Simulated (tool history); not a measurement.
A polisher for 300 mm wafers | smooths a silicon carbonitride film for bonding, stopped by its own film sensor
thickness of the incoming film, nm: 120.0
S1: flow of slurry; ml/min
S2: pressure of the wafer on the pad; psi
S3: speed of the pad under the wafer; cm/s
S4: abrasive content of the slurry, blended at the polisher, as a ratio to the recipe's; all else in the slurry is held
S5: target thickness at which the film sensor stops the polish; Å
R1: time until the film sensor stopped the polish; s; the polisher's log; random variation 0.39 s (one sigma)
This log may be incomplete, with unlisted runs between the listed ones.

run,hour,S1,S2,S3,S4,S5,R1
1,0.0,315,1.7,116,1.00,1080,51.040
2,1.1,315,1.7,116,0.85,1080,56.818
3,4.7,315,1.7,116,0.85,1080,57.545
4,12.5,315,1.7,116,0.85,1080,58.225
5,20.6,315,1.7,116,0.95,1080,53.522
6,27.7,315,1.8,116,0.95,1080,51.642
7,34.4,315,1.9,116,0.95,1080,50.229
8,39.8,315,2.0,116,0.95,1080,46.883
9,48.0,315,2.1,116,0.95,1080,45.486

Run 10 is up next; what results do you expect?
10,52.3,315,2.2,116,0.95,1080,?

{"run 10": {"R1": 43.431}}
